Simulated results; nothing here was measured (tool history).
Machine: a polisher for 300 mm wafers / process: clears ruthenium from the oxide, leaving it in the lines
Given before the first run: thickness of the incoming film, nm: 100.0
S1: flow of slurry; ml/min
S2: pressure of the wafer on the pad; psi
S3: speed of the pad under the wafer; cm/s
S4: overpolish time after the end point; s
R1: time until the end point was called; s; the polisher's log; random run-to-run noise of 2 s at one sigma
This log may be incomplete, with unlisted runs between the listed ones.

run 1 hour=0 | S1=310 S2=2.1 S3=112 S4=8 | R1=72.589
run 2 hour=1.4 | S1=310 S2=2.1 S3=112 S4=7 | R1=73.984
run 3 hour=4.3 | S1=310 S2=1.9 S3=110 S4=7 | R1=83.663
run 4 hour=5.7 | S1=310 S2=1.8 S3=110 S4=7 | R1=88.805
run 5 hour=7.7 | S1=235 S2=1.8 S3=110 S4=7 | R1=90.117
run 6 hour=15.8 | S1=265 S2=1.8 S3=110 S4=7 | R1=84.591
run 7 hour=18.8 | S1=265 S2=1.7 S3=108 S4=7 | R1=96.451

Predict the results of run 8:
run 8 hour=22.4 | S1=265 S2=1.6 S3=108 S4=7 | R1=?

R1: 99.855 s
